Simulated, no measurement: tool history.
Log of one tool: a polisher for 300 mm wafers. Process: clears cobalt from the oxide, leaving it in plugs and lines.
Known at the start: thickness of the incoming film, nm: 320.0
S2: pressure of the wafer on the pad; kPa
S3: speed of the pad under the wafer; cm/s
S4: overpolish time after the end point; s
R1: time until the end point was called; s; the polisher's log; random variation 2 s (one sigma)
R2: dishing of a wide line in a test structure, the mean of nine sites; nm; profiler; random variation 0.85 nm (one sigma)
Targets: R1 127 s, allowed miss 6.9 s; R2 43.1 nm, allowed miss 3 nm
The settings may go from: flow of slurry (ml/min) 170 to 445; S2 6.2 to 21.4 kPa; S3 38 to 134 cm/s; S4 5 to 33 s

{"run": 1, "hour": 0.0, "flow of slurry (ml/min)": 285, "S2": 13.8, "S3": 86, "S4": 17, "R1": 87.785, "R2": 42.366}
{"run": 2, "hour": 2.9, "flow of slurry (ml/min)": 285, "S2": 13.8, "S3": 94, "S4": 17, "R1": 83.961, "R2": 43.209}
{"run": 3, "hour": 8.8, "flow of slurry (ml/min)": 285, "S2": 13.1, "S3": 94, "S4": 18, "R1": 87.525, "R2": 43.393}
{"run": 4, "hour": 14.1, "flow of slurry (ml/min)": 285, "S2": 13.1, "S3": 94, "S4": 12, "R1": 85.56, "R2": 34.891}
{"run": 5, "hour": 21.9, "flow of slurry (ml/min)": 285, "S2": 15.9, "S3": 94, "S4": 12, "R1": 71.957, "R2": 37.231}
{"run": 6, "hour": 25.5, "flow of slurry (ml/min)": 285, "S2": 14.5, "S3": 94, "S4": 13, "R1": 78.565, "R2": 37.072}
{"run": 7, "hour": 29.4, "flow of slurry (ml/min)": 285, "S2": 13.8, "S3": 94, "S4": 14, "R1": 81.308, "R2": 38.203}
{"run": 8, "hour": 37.4, "flow of slurry (ml/min)": 285, "S2": 13.8, "S3": 94, "S4": 14, "R1": 81.567, "R2": 38.829}

Which of these 5 next moves meets every target?
{"run": "A", "hour": 45.4, "flow of slurry (ml/min)": 245, "S2": 11, "S3": 66, "S4": 26, "R1": "?", "R2": "?"}
{"run": "B", "hour": 45.4, "flow of slurry (ml/min)": 225, "S2": 11, "S3": 46, "S4": 21, "R1": "?", "R2": "?"}
{"run": "C", "hour": 45.4, "flow of slurry (ml/min)": 360, "S2": 21.4, "S3": 112, "S4": 10, "R1": "?", "R2": "?"}
{"run": "D", "hour": 45.4, "flow of slurry (ml/min)": 260, "S2": 20, "S3": 134, "S4": 9, "R1": "?", "R2": "?"}
{"run": "E", "hour": 45.4, "flow of slurry (ml/min)": 375, "S2": 18.6, "S3": 96, "S4": 10, "R1": "?", "R2": "?"}

move=A R1=129.83 R2=42.803
move=B R1=162.8 R2=32.723
move=C R1=48.481 R2=43.152
move=D R1=45.657 R2=42.105
move=E R1=61.582 R2=37.712
A: meets every target
B: takes the result that was furthest off past its target
C: further off than the last run
D: further off than the last run
E: further off than the last run
Move A is the one to make.

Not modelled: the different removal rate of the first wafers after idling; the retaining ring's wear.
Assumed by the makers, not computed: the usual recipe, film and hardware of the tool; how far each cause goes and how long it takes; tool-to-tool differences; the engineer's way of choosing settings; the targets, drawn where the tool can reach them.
